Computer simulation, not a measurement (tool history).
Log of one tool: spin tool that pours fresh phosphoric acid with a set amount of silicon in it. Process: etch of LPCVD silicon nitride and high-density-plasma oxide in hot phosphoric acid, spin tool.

run,hour,temperature setpoint of the liquid (C),silicon dissolved in the acid as it is poured (mg a litre),time under the liquid (s),thickness taken off the LPCVD silicon nitride on a monitor wafer (Å),thickness taken off the high-density-plasma oxide on a monitor wafer (Å)
1,0,161,12,180,145.07,8.6229
2,4.3,161,6.5,180,146.51,9.9352
3,11.6,161,6.5,245,198.83,13.455
4,15,159.5,6.5,245,186.51,11.517
5,19.6,158.5,6.5,245,180.92,10.546
6,22,158.5,12.5,245,180.23,9.3303
7,27.9,159.5,11,245,185.21,10.509
8,29.7,160.5,10,245,193.61,11.848

Forecast run 9:
9,33.7,161,9,245,?,?

thickness taken off the LPCVD silicon nitride on a monitor wafer (Å): 197.89
thickness taken off the high-density-plasma oxide on a monitor wafer (Å): 12.224

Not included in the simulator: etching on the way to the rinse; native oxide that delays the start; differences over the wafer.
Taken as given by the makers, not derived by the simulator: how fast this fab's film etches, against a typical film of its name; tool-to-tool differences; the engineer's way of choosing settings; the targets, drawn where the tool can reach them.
